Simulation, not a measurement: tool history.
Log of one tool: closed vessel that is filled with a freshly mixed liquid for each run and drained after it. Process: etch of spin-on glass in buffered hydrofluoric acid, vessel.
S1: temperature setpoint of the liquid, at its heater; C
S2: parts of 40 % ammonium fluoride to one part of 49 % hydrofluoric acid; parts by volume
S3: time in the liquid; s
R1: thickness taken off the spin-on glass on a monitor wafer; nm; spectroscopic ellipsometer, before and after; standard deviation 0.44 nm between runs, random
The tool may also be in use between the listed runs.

{"run": 1, "hour": 0.0, "S1": 23, "S2": 9, "S3": 35, "R1": 145.39}
{"run": 2, "hour": 6.4, "S1": 23, "S2": 10.5, "S3": 35, "R1": 130.53}
{"run": 3, "hour": 9.5, "S1": 22, "S2": 11, "S3": 35, "R1": 117.8}
{"run": 4, "hour": 16.8, "S1": 24.5, "S2": 11, "S3": 35, "R1": 134.19}
{"run": 5, "hour": 22.1, "S1": 24.5, "S2": 12, "S3": 35, "R1": 123.53}
{"run": 6, "hour": 23.0, "S1": 28, "S2": 12, "S3": 35, "R1": 150.38}
{"run": 7, "hour": 26.5, "S1": 24, "S2": 12.5, "S3": 35, "R1": 115.37}
{"run": 8, "hour": 31.4, "S1": 23, "S2": 12.5, "S3": 35, "R1": 110.87}
{"run": 9, "hour": 37.7, "S1": 22, "S2": 12.5, "S3": 35, "R1": 103.3}
{"run": 10, "hour": 41.8, "S1": 21.5, "S2": 12.5, "S3": 35, "R1": 101}
{"run": 11, "hour": 50.6, "S1": 21, "S2": 12.5, "S3": 35, "R1": 97.675}
{"run": 12, "hour": 58.5, "S1": 20.5, "S2": 12.5, "S3": 35, "R1": 96.153}
{"run": 13, "hour": 59.4, "S1": 20, "S2": 12.5, "S3": 35, "R1": 92.131}

Run 14 has not been measured yet. What should we expect?
{"run": 14, "hour": 63.5, "S1": 19.5, "S2": 12.5, "S3": 35, "R1": "?"}

{"run 14": {"R1": 89.507}}
